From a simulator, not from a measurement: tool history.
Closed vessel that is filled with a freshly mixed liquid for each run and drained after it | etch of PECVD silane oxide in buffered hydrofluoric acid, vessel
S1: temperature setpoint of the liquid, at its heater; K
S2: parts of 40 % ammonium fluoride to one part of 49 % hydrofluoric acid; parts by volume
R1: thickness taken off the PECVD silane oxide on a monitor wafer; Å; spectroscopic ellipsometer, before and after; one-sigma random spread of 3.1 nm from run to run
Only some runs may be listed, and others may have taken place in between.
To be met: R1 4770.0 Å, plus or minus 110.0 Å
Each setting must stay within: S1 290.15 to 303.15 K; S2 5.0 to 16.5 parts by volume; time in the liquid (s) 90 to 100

{"run": 1, "day": 0.0, "S1": 295.15, "S2": 10.0, "time in the liquid (s)": 90, "R1": 3353.0}
{"run": 2, "day": 0.325, "S1": 295.15, "S2": 13.0, "time in the liquid (s)": 90, "R1": 2603.8}
{"run": 3, "day": 0.358, "S1": 297.65, "S2": 12.5, "time in the liquid (s)": 90, "R1": 3133.2}
{"run": 4, "day": 0.617, "S1": 297.65, "S2": 12.5, "time in the liquid (s)": 90, "R1": 3120.8}
{"run": 5, "day": 0.838, "S1": 299.15, "S2": 12.0, "time in the liquid (s)": 90, "R1": 3478.6}
{"run": 6, "day": 1.162, "S1": 299.15, "S2": 12.0, "time in the liquid (s)": 100, "R1": 3880.7}
{"run": 7, "day": 1.504, "S1": 300.15, "S2": 12.0, "time in the liquid (s)": 100, "R1": 4149.9}
{"run": 8, "day": 1.646, "S1": 301.15, "S2": 12.0, "time in the liquid (s)": 100, "R1": 4364.0}

Which single option among these 5 for the next run brings every result within its allowed miss of target? Just one does.
{"run": "A", "day": 1.788, "S1": 302.65, "S2": 14.5, "time in the liquid (s)": 95, "R1": "?"}
{"run": "B", "day": 1.788, "S1": 302.15, "S2": 13.0, "time in the liquid (s)": 95, "R1": "?"}
{"run": "C", "day": 1.788, "S1": 302.15, "S2": 13.0, "time in the liquid (s)": 100, "R1": "?"}
{"run": "D", "day": 1.788, "S1": 300.15, "S2": 11.0, "time in the liquid (s)": 90, "R1": "?"}
{"run": "E", "day": 1.788, "S1": 303.15, "S2": 11.0, "time in the liquid (s)": 90, "R1": "?"}

move=A R1=3711.4
move=B R1=4022.5
move=C R1=4234.2
move=D R1=4033.2
move=E R1=4727.9
A: further off than the last run
B: further off than the last run
C: further off than the last run
D: further off than the last run
E: every result within its allowed miss
So the answer is move E, the one that meets all the targets.
